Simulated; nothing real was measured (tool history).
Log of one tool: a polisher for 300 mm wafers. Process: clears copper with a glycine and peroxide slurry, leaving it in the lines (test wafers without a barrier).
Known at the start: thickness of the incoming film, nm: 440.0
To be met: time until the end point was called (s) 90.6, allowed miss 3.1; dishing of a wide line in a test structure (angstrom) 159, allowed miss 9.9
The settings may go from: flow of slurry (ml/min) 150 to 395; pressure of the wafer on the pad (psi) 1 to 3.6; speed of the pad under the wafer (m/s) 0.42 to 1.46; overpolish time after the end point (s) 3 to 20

run  hour  flow of slurry (ml/min)  pressure of the wafer on the pad (psi)  speed of the pad under the wafer (m/s)  overpolish time after the end point (s)  time until the end point was called (s)  dishing of a wide line in a test structure (angstrom)
  1     0                      250                                     2.3                                    0.94                                       10                                   87.129                                                 304.57
  2   6.3                      250                                     2.3                                    0.94                                        8                                   87.708                                                 255.37
  3  13.5                      250                                     2.6                                    0.94                                        8                                   80.609                                                 283.51
  4    19                      300                                     2.6                                    0.94                                        8                                   78.465                                                 279.85
  5  24.8                      305                                     2.5                                    0.94                                        7                                   81.379                                                 236.35
  6    29                      335                                     2.5                                    0.94                                        7                                   79.693                                                 248.04
  7  32.8                      335                                     2.5                                    0.94                                        7                                   79.575                                                 245.91
  8  34.8                      335                                     2.4                                    0.94                                        6                                   83.717                                                 203.33
     40.2  -- worn pad replaced by a new one
  9  40.2                      335                                     2.3                                    0.94                                        5                                   75.844                                                 186.38
 10  45.5                      335                                     2.2                                    0.92                                        5                                   80.763                                                 180.56
 11    52                      335                                     2.1                                    0.92                                        5                                   83.855                                                 170.19

Which of these 5 next moves meets every target?
  A  58.5                      320                                     2.8                                    0.76                                        4                                        ?                                                      ?
  B  58.5                      310                                     1.9                                    1.06                                        4                                        ?                                                      ?
  C  58.5                      370                                     1.7                                    1.04                                        4                                        ?                                                      ?
  D  58.5                      345                                     2.1                                    0.98                                        6                                        ?                                                      ?
  E  58.5                      345                                     1.6                                    1.08                                        5                                        ?                                                      ?

move  time until the end point was called (s)  dishing of a wide line in a test structure (angstrom)
   A                                    78.89                                                 148.92
   B                                   83.437                                                 140.04
   C                                   90.731                                                 129.09
   D                                   81.123                                                 211.25
   E                                   92.889                                                 155.81
A: further off than the last run
B: further off than the last run
C: brings the result that was furthest off to its target, and leaves another outside
D: further off than the last run
E: meets every target
Answer: E
